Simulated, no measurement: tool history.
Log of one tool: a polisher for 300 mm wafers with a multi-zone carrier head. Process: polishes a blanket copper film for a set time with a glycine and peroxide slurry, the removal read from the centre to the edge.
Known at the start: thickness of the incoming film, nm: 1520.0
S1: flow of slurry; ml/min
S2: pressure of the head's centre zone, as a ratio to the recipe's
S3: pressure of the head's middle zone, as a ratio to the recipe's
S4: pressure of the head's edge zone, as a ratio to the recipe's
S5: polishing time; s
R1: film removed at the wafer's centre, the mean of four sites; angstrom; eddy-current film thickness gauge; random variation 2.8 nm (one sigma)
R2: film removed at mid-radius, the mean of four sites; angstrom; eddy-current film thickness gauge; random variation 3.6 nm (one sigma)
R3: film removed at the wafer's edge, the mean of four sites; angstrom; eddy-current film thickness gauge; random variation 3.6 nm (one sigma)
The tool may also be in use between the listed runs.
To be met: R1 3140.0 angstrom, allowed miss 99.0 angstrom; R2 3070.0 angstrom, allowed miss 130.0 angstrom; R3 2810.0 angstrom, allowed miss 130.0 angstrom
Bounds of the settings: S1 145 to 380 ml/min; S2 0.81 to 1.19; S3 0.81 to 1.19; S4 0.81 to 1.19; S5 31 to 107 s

{"run": 1, "day": 0.0, "S1": 245, "S2": 1.0, "S3": 1.0, "S4": 1.0, "S5": 69, "R1": 4640.1, "R2": 4678.9, "R3": 4616.7}
{"run": 2, "day": 0.15, "S1": 245, "S2": 1.01, "S3": 1.0, "S4": 0.97, "S5": 63, "R1": 4295.9, "R2": 4250.0, "R3": 4209.1}
{"run": 3, "day": 0.354, "S1": 250, "S2": 1.02, "S3": 1.01, "S4": 0.94, "S5": 58, "R1": 4013.6, "R2": 3956.5, "R3": 3840.8}
{"run": 4, "day": 0.479, "S1": 250, "S2": 1.1, "S3": 1.01, "S4": 0.94, "S5": 58, "R1": 4351.2, "R2": 4050.9, "R3": 3883.5}
{"run": 5, "day": 0.683, "S1": 250, "S2": 1.1, "S3": 1.01, "S4": 0.85, "S5": 58, "R1": 4264.2, "R2": 3946.9, "R3": 3775.1}
{"run": 6, "day": 0.792, "S1": 250, "S2": 1.1, "S3": 1.01, "S4": 0.85, "S5": 75, "R1": 5585.2, "R2": 5180.6, "R3": 4817.8}
{"run": 7, "day": 0.921, "S1": 255, "S2": 1.1, "S3": 1.02, "S4": 0.84, "S5": 67, "R1": 4947.6, "R2": 4729.7, "R3": 4353.2}
{"run": 8, "day": 1.146, "S1": 250, "S2": 1.1, "S3": 1.03, "S4": 0.83, "S5": 61, "R1": 4481.9, "R2": 4194.1, "R3": 3840.5}

Which of these 4 next moves meets every target?
{"run": "A", "day": 1.371, "S1": 255, "S2": 0.96, "S3": 1.18, "S4": 0.82, "S5": 44, "R1": "?", "R2": "?", "R3": "?"}
{"run": "B", "day": 1.371, "S1": 270, "S2": 1.04, "S3": 1.17, "S4": 0.81, "S5": 44, "R1": "?", "R2": "?", "R3": "?"}
{"run": "C", "day": 1.371, "S1": 260, "S2": 0.97, "S3": 1.12, "S4": 0.81, "S5": 44, "R1": "?", "R2": "?", "R3": "?"}
{"run": "D", "day": 1.371, "S1": 205, "S2": 1.06, "S3": 1.02, "S4": 0.81, "S5": 45, "R1": "?", "R2": "?", "R3": "?"}

move=A R1=2834.2 R2=3447.5 R3=2817.6
move=B R1=3089.7 R2=3444.7 R3=2823.5
move=C R1=2869.6 R2=3303.7 R3=2815.7
move=D R1=3083.3 R2=3015.3 R3=2811.6
A: takes the result that was furthest off past its target
B: brings the result that was furthest off to its target, and leaves another outside
C: takes the result that was furthest off past its target
D: meets every target
Answer: D
